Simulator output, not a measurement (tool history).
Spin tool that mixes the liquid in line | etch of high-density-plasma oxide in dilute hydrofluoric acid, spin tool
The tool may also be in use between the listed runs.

run,hour,temperature setpoint of the liquid (C),parts of water to one part of 49 % hydrofluoric acid (parts by volume),time under the liquid (s),thickness taken off the high-density-plasma oxide on a monitor wafer (Å)
1,0.0,21.0,295,270,39.527
2,0.7,21.0,295,270,39.626
3,5.4,22.0,255,270,49.441
4,7.0,23.0,225,270,58.235
5,9.5,21.5,225,270,58.256
6,14.7,21.5,265,270,47.245

Predict the results of run 7:
7,22.9,22.0,230,270,?

thickness taken off the high-density-plasma oxide on a monitor wafer (Å): 57.311
